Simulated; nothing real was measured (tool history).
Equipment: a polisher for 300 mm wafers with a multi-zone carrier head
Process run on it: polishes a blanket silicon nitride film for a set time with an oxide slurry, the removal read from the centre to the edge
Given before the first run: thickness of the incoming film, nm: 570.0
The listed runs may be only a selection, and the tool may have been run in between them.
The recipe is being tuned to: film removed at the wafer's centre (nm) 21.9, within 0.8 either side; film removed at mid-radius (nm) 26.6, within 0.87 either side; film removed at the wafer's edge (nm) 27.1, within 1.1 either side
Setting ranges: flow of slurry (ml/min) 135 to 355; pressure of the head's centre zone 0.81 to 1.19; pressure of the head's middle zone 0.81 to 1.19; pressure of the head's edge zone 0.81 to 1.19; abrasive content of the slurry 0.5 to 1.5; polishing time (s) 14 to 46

run	hour	flow of slurry (ml/min)	pressure of the head's centre zone	pressure of the head's middle zone	pressure of the head's edge zone	abrasive content of the slurry	polishing time (s)	film removed at the wafer's centre (nm)	film removed at mid-radius (nm)	film removed at the wafer's edge (nm)
1	0	225	1	1	1	1	30	25.019	25.668	25.387
2	4.8	180	1	1	1	1	30	25.134	25.098	25.069
3	9.5	180	1	1	1	1	24	19.948	20.177	20.526
4	13.8	180	1	1	1.06	1	24	19.632	20.055	20.464
5	22.6	190	0.96	1	1.08	1.15	24	20.261	21.456	22.219
6	30.1	190	0.96	1	1.08	1.15	27	23.337	24.116	25.398
7	38	195	0.93	1.02	1.1	1.15	27	22.279	24.659	25.743
8	39.7	200	0.92	1.03	1.11	1.15	27	22.737	25.298	26.176
9	43.9	200	0.84	1.07	1.15	1.15	27	20.423	26.068	26.735
10	47.1	210	0.85	1.07	1.15	1.15	27	20.989	26.193	26.461
11	48.8	215	0.85	1.07	1.16	1.15	27	20.777	26.051	26.848

Exercise: of the 4 proposed moves below, exactly one satisfies all targets within the stated allowed misses. Which move is it?
A	50.5	205	0.93	1	1.19	1.2	27	?	?	?
B	50.5	250	0.87	1.08	1.18	1.3	26	?	?	?
C	50.5	135	0.91	1.01	1.14	1.05	29	?	?	?
D	50.5	300	0.82	1.05	1.19	1	27	?	?	?

move	film removed at the wafer's centre (nm)	film removed at mid-radius (nm)	film removed at the wafer's edge (nm)
A	22.987	24.755	26.987
B	22.039	26.747	27.066
C	21.923	24.351	25.97
D	19.584	24.369	25.286
A: pushes the last run's worst result past its target
B: every result within its allowed miss
C: puts the biggest miss on target and leaves a different result outside tolerance
D: moves away from the targets compared with the last run
The right move is B.
